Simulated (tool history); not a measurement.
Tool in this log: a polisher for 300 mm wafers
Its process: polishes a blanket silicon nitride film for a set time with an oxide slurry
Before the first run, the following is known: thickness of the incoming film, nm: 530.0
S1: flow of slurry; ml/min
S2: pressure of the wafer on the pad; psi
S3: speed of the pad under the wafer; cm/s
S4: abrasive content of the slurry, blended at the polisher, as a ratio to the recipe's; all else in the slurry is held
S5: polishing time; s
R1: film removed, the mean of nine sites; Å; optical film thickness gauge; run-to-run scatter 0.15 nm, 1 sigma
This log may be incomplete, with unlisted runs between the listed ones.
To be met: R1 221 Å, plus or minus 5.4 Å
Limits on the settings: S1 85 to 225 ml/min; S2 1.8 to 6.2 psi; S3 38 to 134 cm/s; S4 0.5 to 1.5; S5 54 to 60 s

{"run": 1, "day": 0.0, "S1": 145, "S2": 4, "S3": 86, "S4": 1, "S5": 60, "R1": 408.66}
{"run": 2, "day": 0.075, "S1": 145, "S2": 4, "S3": 86, "S4": 1, "S5": 54, "R1": 370.46}
{"run": 3, "day": 0.375, "S1": 135, "S2": 3.4, "S3": 86, "S4": 1, "S5": 54, "R1": 322.1}
{"run": 4, "day": 0.421, "S1": 155, "S2": 3.4, "S3": 86, "S4": 1, "S5": 54, "R1": 328.61}
{"run": 5, "day": 0.692, "S1": 155, "S2": 3.4, "S3": 86, "S4": 0.85, "S5": 54, "R1": 294.8}
{"run": 6, "day": 0.958, "S1": 150, "S2": 3.1, "S3": 86, "S4": 0.85, "S5": 54, "R1": 271.02}
{"run": 7, "day": 1.329, "S1": 145, "S2": 2.9, "S3": 86, "S4": 0.85, "S5": 54, "R1": 257.65}
{"run": 8, "day": 1.358, "S1": 140, "S2": 2.7, "S3": 86, "S4": 0.85, "S5": 54, "R1": 245.35}

Which single option among these 4 for the next run brings every result within its allowed miss of target? Just one does.
{"run": "A", "day": 1.388, "S1": 140, "S2": 1.8, "S3": 106, "S4": 0.95, "S5": 56, "R1": "?"}
{"run": "B", "day": 1.388, "S1": 135, "S2": 2.6, "S3": 88, "S4": 0.75, "S5": 60, "R1": "?"}
{"run": "C", "day": 1.388, "S1": 90, "S2": 2.2, "S3": 112, "S4": 0.9, "S5": 60, "R1": "?"}
{"run": "D", "day": 1.388, "S1": 120, "S2": 2.6, "S3": 82, "S4": 0.8, "S5": 57, "R1": "?"}

move=A R1=238.78
move=B R1=235.16
move=C R1=255.37
move=D R1=222.79
A: an improvement on the last run, though not all results are within tolerance
B: an improvement on the last run, though not all results are within tolerance
C: lands further from the targets than the last run did
D: every result within its allowed miss
Go with D: it meets all targets.
